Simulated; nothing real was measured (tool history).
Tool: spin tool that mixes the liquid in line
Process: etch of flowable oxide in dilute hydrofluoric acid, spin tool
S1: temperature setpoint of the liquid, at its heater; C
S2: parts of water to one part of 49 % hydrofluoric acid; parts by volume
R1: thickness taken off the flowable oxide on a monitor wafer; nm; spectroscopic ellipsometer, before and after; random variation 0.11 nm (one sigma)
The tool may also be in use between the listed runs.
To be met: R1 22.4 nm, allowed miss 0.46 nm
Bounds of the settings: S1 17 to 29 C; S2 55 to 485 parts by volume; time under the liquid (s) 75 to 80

{"run": 1, "hour": 0.0, "S1": 21, "S2": 270, "time under the liquid (s)": 75, "R1": 6.4365}
{"run": 2, "hour": 2.9, "S1": 21, "S2": 270, "time under the liquid (s)": 75, "R1": 6.38}
{"run": 3, "hour": 6.2, "S1": 23.5, "S2": 200, "time under the liquid (s)": 75, "R1": 10.161}
{"run": 4, "hour": 7.3, "S1": 25.5, "S2": 160, "time under the liquid (s)": 75, "R1": 14.361}
{"run": 5, "hour": 12.6, "S1": 24, "S2": 160, "time under the liquid (s)": 75, "R1": 13.523}
{"run": 6, "hour": 16.9, "S1": 25.5, "S2": 140, "time under the liquid (s)": 75, "R1": 16.727}
{"run": 7, "hour": 20.7, "S1": 26.5, "S2": 135, "time under the liquid (s)": 75, "R1": 18.193}
{"run": 8, "hour": 27.4, "S1": 27.5, "S2": 130, "time under the liquid (s)": 75, "R1": 19.814}
{"run": 9, "hour": 30.0, "S1": 28, "S2": 130, "time under the liquid (s)": 75, "R1": 20.338}
{"run": 10, "hour": 32.5, "S1": 29, "S2": 115, "time under the liquid (s)": 75, "R1": 24.184}
{"run": 11, "hour": 38.7, "S1": 28.5, "S2": 115, "time under the liquid (s)": 75, "R1": 23.648}
{"run": 12, "hour": 41.3, "S1": 28, "S2": 115, "time under the liquid (s)": 75, "R1": 23.292}

4 next moves are on the table. One of them brings every result within its allowed miss. Which?
{"run": "A", "hour": 43.9, "S1": 25.5, "S2": 115, "time under the liquid (s)": 80, "R1": "?"}
{"run": "B", "hour": 43.9, "S1": 29, "S2": 135, "time under the liquid (s)": 80, "R1": "?"}
{"run": "C", "hour": 43.9, "S1": 27, "S2": 120, "time under the liquid (s)": 75, "R1": "?"}
{"run": "D", "hour": 43.9, "S1": 28, "S2": 125, "time under the liquid (s)": 75, "R1": "?"}

move=A R1=22.405
move=B R1=21.229
move=C R1=21.186
move=D R1=20.984
A: meets every target
B: takes the result that was furthest off past its target
C: takes the result that was furthest off past its target
D: takes the result that was furthest off past its target
The right move is A.

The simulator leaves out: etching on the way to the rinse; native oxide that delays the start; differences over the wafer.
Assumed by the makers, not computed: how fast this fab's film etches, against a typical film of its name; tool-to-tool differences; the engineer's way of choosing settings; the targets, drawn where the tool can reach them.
